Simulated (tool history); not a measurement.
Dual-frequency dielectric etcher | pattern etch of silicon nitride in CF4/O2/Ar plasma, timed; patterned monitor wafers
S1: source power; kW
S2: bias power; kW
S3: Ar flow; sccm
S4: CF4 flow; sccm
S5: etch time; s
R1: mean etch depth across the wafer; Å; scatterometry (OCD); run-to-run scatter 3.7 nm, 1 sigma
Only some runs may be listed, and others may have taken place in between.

run  hour    S1     S2   S3   S4   S5     R1
  1     0  0.42  0.067  120  125  648  11287
  2   8.3  0.42  0.067  109  125  648  11473
  3  12.7   0.4  0.066  109  125  648  10973
  4  14.1   0.4  0.061  109  125  648  10534
  5  21.5  0.39  0.061  109  125  648  10327
  6  25.5  0.39  0.061   87  125  648  10518
  7  28.8  0.38  0.061   87  125  648  10481

Predict the results of run 8:
  8  32.9  0.38  0.061  87  125  648   ?

Run 8 came out at R1 10346 Å.
